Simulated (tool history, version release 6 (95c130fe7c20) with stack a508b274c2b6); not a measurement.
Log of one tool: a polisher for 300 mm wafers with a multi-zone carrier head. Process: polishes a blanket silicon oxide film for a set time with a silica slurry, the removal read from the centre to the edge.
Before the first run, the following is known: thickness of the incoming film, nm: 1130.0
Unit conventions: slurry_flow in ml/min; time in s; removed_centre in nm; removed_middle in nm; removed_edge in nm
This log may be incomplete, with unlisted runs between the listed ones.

| run | hour | slurry_flow | centre_zone | middle_zone | edge_zone | slurry_solids | time | removed_centre | removed_middle | removed_edge |
|---|---|---|---|---|---|---|---|---|---|---|
| 1 | 0.0 | 280 | 1.00 | 1.00 | 1.00 | 1.00 | 39 | 127.82 | 131.93 | 130.32 |
| 2 | 5.2 | 280 | 1.00 | 1.00 | 1.07 | 1.00 | 39 | 127.39 | 133.07 | 135.74 |
| 3 | 13.1 | 280 | 1.01 | 0.99 | 1.06 | 1.00 | 39 | 128.54 | 129.78 | 131.85 |
| 4 | 16.9 | 275 | 1.01 | 0.98 | 1.06 | 1.00 | 39 | 131.36 | 129.34 | 132.72 |
| 5 | 24.7 | 275 | 1.01 | 0.97 | 1.06 | 1.00 | 39 | 128.65 | 128.68 | 132.00 |
| 6 | 33.3 | 275 | 1.01 | 0.97 | 1.06 | 1.20 | 39 | 141.01 | 139.74 | 144.42 |
| 7 | 41.9 | 275 | 1.01 | 0.96 | 1.05 | 1.20 | 39 | 141.29 | 140.91 | 144.33 |
| 8 | 48.7 | 270 | 1.01 | 0.95 | 1.04 | 1.20 | 39 | 140.85 | 135.94 | 145.24 |
| 9 | 55.8 | 270 | 1.01 | 0.95 | 1.03 | 1.15 | 39 | 139.82 | 133.08 | 140.53 |

The next listed run, before its measurement:
| 10 | 62.3 | 245 | 0.98 | 0.86 | 0.93 | 1.00 | 39 | ? | ? | ? |

removed_centre: 123.17 nm
removed_middle: 114.27 nm
removed_edge: 123.98 nm
